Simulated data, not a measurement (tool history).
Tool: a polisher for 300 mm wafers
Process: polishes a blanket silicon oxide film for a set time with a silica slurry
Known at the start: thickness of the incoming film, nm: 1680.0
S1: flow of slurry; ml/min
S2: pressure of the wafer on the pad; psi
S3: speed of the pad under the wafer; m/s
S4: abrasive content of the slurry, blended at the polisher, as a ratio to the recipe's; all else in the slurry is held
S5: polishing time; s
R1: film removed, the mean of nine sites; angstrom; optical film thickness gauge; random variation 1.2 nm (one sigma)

run	hour	S1	S2	S3	S4	S5	R1
1	0.0	225	4.0	0.94	1.0	50	1139.10
2	2.5	225	3.7	0.94	1.0	50	1108.00
3	6.4	225	3.4	0.94	1.0	50	980.18
4	9.1	225	3.3	0.94	1.0	50	967.13
5	11.6	225	3.2	0.94	1.0	50	940.73
6	18.1	225	3.2	0.94	1.0	52	965.53
7	25.0	225	3.1	0.94	1.0	52	950.82

Forecast run 8:
8	28.9	225	3.0	0.94	1.0	52	?

{"run 8": {"R1": 923.26}}

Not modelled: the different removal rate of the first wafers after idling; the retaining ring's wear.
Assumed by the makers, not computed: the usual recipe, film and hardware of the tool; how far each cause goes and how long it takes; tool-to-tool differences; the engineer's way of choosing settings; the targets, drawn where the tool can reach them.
